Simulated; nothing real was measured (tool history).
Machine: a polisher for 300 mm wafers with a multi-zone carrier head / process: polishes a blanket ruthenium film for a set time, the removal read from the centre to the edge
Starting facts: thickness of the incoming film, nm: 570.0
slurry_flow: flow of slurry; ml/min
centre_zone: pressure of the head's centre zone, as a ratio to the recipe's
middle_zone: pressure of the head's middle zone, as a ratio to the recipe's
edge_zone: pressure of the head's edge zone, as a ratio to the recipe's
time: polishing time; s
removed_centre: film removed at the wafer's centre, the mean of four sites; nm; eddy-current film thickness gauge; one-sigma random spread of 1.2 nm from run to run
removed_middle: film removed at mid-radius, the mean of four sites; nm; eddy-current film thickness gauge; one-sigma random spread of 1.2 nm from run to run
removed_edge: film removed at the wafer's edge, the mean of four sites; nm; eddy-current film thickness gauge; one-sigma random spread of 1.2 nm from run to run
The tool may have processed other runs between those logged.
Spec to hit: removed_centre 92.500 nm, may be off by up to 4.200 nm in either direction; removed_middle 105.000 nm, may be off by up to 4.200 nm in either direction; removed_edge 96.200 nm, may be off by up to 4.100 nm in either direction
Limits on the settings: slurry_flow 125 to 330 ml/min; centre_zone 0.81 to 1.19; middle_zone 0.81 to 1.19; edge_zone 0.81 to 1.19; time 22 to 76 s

| run | hour | slurry_flow | centre_zone | middle_zone | edge_zone | time | removed_centre | removed_middle | removed_edge |
|---|---|---|---|---|---|---|---|---|---|
| 1 | 0.0 | 210 | 1.00 | 1.00 | 1.00 | 49 | 76.897 | 69.435 | 69.818 |
| 2 | 5.4 | 210 | 1.00 | 1.00 | 1.00 | 37 | 58.771 | 54.022 | 51.538 |
| 3 | 10.5 | 220 | 0.98 | 1.05 | 1.02 | 43 | 66.156 | 62.866 | 62.624 |
| 4 | 12.0 | 270 | 0.98 | 1.05 | 1.02 | 43 | 67.850 | 64.098 | 63.357 |
| 5 | 17.8 | 270 | 1.06 | 1.05 | 1.02 | 43 | 72.677 | 66.400 | 62.897 |
| 6 | 19.8 | 240 | 1.06 | 1.05 | 1.02 | 43 | 73.045 | 63.225 | 62.495 |
| 7 | 25.5 | 260 | 1.02 | 1.08 | 1.00 | 48 | 77.798 | 73.434 | 69.145 |
|  | 30.0 | centre zone pressure recalibrated |
| 8 | 30.0 | 270 | 0.99 | 1.11 | 1.00 | 52 | 76.174 | 81.274 | 75.372 |
| 9 | 34.3 | 275 | 1.00 | 1.13 | 1.01 | 55 | 83.173 | 87.101 | 82.708 |
| 10 | 38.0 | 280 | 1.00 | 1.15 | 1.01 | 57 | 84.444 | 92.236 | 82.325 |
| 11 | 38.6 | 285 | 0.99 | 1.15 | 1.02 | 59 | 85.831 | 92.743 | 87.721 |

Exercise: of the 4 proposed moves below, exactly one satisfies all targets within the stated allowed misses. Which move is it?
| A | 39.2 | 285 | 0.95 | 0.90 | 1.19 | 60 | ? | ? | ? |
| B | 39.2 | 330 | 0.95 | 1.19 | 0.91 | 61 | ? | ? | ? |
| C | 39.2 | 280 | 0.94 | 1.14 | 1.01 | 66 | ? | ? | ? |
| D | 39.2 | 295 | 0.92 | 1.05 | 1.08 | 64 | ? | ? | ? |

| move | removed_centre | removed_middle | removed_edge |
|---|---|---|---|
| A | 84.306 | 83.797 | 96.409 |
| B | 87.021 | 101.310 | 86.474 |
| C | 91.819 | 105.320 | 97.292 |
| D | 87.782 | 97.753 | 97.936 |
A: moves away from the targets compared with the last run
B: the furthest-off result lands on target, but another misses its tolerance
C: every result within its allowed miss
D: gains on the last run, yet a result remains outside its allowed miss
Go with C: it meets all targets.
